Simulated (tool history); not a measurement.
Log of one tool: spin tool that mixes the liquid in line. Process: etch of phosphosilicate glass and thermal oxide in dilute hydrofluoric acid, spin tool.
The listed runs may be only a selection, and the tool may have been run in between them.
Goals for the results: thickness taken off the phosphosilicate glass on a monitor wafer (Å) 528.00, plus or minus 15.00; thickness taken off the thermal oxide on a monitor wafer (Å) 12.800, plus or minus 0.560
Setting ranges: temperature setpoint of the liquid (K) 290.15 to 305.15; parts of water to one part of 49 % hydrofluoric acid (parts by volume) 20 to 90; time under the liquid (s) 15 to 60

run  hour  temperature setpoint of the liquid (K)  parts of water to one part of 49 % hydrofluoric acid (parts by volume)  time under the liquid (s)  thickness taken off the phosphosilicate glass on a monitor wafer (Å)  thickness taken off the thermal oxide on a monitor wafer (Å)
  1   0.0                                  297.15                                                                      50                         30                                                               1352.90                                                        32.421
  2   3.4                                  297.15                                                                      60                         30                                                               1123.20                                                        27.280
  3   9.0                                  297.15                                                                      60                         40                                                               1476.60                                                        35.590
  4  14.7                                  296.65                                                                      65                         40                                                               1327.10                                                        32.234
  5  18.7                                  296.65                                                                      65                         55                                                               1837.20                                                        43.946
  6  19.6                                  296.65                                                                      65                         45                                                               1514.50                                                        36.055
  7  27.4                                  292.65                                                                      85                         30                                                                633.84                                                        15.405
  8  28.4                                  291.15                                                                      90                         30                                                                554.76                                                        13.365
     33.8  -- hydrofluoric acid flow meter replaced
  9  33.8                                  290.65                                                                      90                         30                                                                490.48                                                        11.819
 10  37.0                                  291.15                                                                      90                         30                                                                500.65                                                        12.122

Pick the move, out of 4, that brings all results within their allowed miss; only one does.
  A  40.2                                  293.65                                                                      90                         25                                                                     ?                                                             ?
  B  40.2                                  297.15                                                                      75                         20                                                                     ?                                                             ?
  C  40.2                                  290.65                                                                      90                         30                                                                     ?                                                             ?
  D  40.2                                  294.65                                                                      90                         25                                                                     ?                                                             ?

move  thickness taken off the phosphosilicate glass on a monitor wafer (Å)  thickness taken off the thermal oxide on a monitor wafer (Å)
   A                                                                466.21                                                        11.145
   B                                                                525.64                                                        12.566
   C                                                                493.66                                                        11.801
   D                                                                485.71                                                        11.611
A: moves away from the targets compared with the last run
B: all results in spec
C: moves away from the targets compared with the last run
D: moves away from the targets compared with the last run
Move B is the one to make.

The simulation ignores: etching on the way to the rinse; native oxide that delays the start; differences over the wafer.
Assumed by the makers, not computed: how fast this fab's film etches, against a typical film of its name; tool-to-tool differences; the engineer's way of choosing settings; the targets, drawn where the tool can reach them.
